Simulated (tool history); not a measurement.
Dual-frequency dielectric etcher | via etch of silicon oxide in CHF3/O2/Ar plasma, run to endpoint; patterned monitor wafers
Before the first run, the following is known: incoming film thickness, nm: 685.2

Run 1, hour 0: source power (kW) 0.5, bias power (kW) 0.207. Result: endpoint time (s) 345.96.
Run 2, hour 3.9: source power (kW) 0.5, bias power (kW) 0.191. Result: endpoint time (s) 356.5.
Run 3, hour 4.9: source power (kW) 0.54, bias power (kW) 0.199. Result: endpoint time (s) 333.14.
Run 4, hour 8.4: source power (kW) 0.56, bias power (kW) 0.201. Result: endpoint time (s) 324.16.
Run 5, hour 14.8: source power (kW) 0.56, bias power (kW) 0.166. Result: endpoint time (s) 346.09.
Run 6, hour 18.7: source power (kW) 0.56, bias power (kW) 0.199. Result: endpoint time (s) 323.66.
Run 7, hour 27.4: source power (kW) 0.57, bias power (kW) 0.2. Result: endpoint time (s) 324.51.

What does the tool deliver on the next run?
Run 8, hour 32.7: source power (kW) 0.59, bias power (kW) 0.202. Result: endpoint time (s) ?.

Run 8 gave endpoint time (s) 315.4.
